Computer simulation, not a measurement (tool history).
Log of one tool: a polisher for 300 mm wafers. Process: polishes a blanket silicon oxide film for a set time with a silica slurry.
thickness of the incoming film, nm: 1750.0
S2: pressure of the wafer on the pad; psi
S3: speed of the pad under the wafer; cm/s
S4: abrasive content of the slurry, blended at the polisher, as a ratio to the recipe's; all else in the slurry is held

run 1 hour=0 | flow_of_slurry_(ml/min)=280 S2=4.5 S3=102 S4=1 polishing_time_(s)=44 | film_removed_(angstrom)=1551.3
run 2 hour=4.4 | flow_of_slurry_(ml/min)=280 S2=3.9 S3=102 S4=1 polishing_time_(s)=44 | film_removed_(angstrom)=1387.3
run 3 hour=7.3 | flow_of_slurry_(ml/min)=280 S2=3.4 S3=100 S4=1 polishing_time_(s)=44 | film_removed_(angstrom)=1276.5
run 4 hour=10.8 | flow_of_slurry_(ml/min)=280 S2=3.4 S3=100 S4=1 polishing_time_(s)=44 | film_removed_(angstrom)=1280
run 5 hour=14.7 | flow_of_slurry_(ml/min)=280 S2=3.4 S3=100 S4=0.85 polishing_time_(s)=44 | film_removed_(angstrom)=1120.5
run 6 hour=20.3 | flow_of_slurry_(ml/min)=280 S2=3.1 S3=100 S4=0.85 polishing_time_(s)=44 | film_removed_(angstrom)=1062.9
run 7 hour=21.9 | flow_of_slurry_(ml/min)=280 S2=2.2 S3=98 S4=0.85 polishing_time_(s)=44 | film_removed_(angstrom)=841.22

The next listed run, before its measurement:
run 8 hour=29.1 | flow_of_slurry_(ml/min)=280 S2=2.3 S3=98 S4=0.85 polishing_time_(s)=44 | film_removed_(angstrom)=?

film removed (angstrom): 858.53
